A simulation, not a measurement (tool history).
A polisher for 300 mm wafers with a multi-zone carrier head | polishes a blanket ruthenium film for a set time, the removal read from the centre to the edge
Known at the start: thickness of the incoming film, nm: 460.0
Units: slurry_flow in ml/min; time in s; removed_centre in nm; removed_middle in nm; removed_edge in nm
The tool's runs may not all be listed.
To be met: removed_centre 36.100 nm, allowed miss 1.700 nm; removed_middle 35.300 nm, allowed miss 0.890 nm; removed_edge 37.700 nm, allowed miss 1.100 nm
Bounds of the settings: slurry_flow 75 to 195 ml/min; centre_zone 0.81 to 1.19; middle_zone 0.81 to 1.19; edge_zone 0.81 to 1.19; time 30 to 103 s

run  hour  slurry_flow  centre_zone  middle_zone  edge_zone  time  removed_centre  removed_middle  removed_edge
  1   0.0          125         1.00         1.00       1.00    66          67.612          67.285        65.713
  2   2.0          105         1.00         1.00       1.00    66          67.086          64.136        64.901
  3   5.9          105         0.97         0.98       0.97    59          57.016          56.813        55.923
  4  10.8          100         0.95         0.95       0.96    55          51.474          51.797        51.962
  5  14.2           95         0.94         0.92       0.95    52          49.023          46.256        48.684
  6  23.2           95         0.92         0.90       0.93    50          44.766          43.707        45.290
  7  31.4           90         0.91         0.88       0.91    49          44.396          41.633        44.141
  8  38.6           80         0.83         0.87       0.88    38          31.464          31.323        33.320
  9  45.9           90         0.83         0.87       0.89    38          31.580          32.508        33.913
 10  52.4           95         0.84         0.86       0.90    38          31.992          32.190        34.636
 11  59.4          130         0.88         0.88       0.92    38          36.139          35.066        36.495

Which of these 5 next moves meets every target?
  A  66.4          135         0.90         0.90       0.91    37               ?               ?             ?
  B  66.4          135         0.81         0.87       0.95    37               ?               ?             ?
  C  66.4          140         0.81         0.83       0.97    38               ?               ?             ?
  D  66.4          135         0.91         0.91       0.86    37               ?               ?             ?
  E  66.4          105         0.88         0.88       0.93    40               ?               ?             ?

move  removed_centre  removed_middle  removed_edge
   A          36.033          34.293        35.965
   B          32.970          33.356        36.707
   C          34.096          33.168        38.266
   D          36.375          34.610        35.047
   E          36.194          34.692        37.992
A: further off than the last run
B: brings the result that was furthest off to its target, and leaves another outside
C: brings the result that was furthest off to its target, and leaves another outside
D: further off than the last run
E: meets every target
The right move is E.

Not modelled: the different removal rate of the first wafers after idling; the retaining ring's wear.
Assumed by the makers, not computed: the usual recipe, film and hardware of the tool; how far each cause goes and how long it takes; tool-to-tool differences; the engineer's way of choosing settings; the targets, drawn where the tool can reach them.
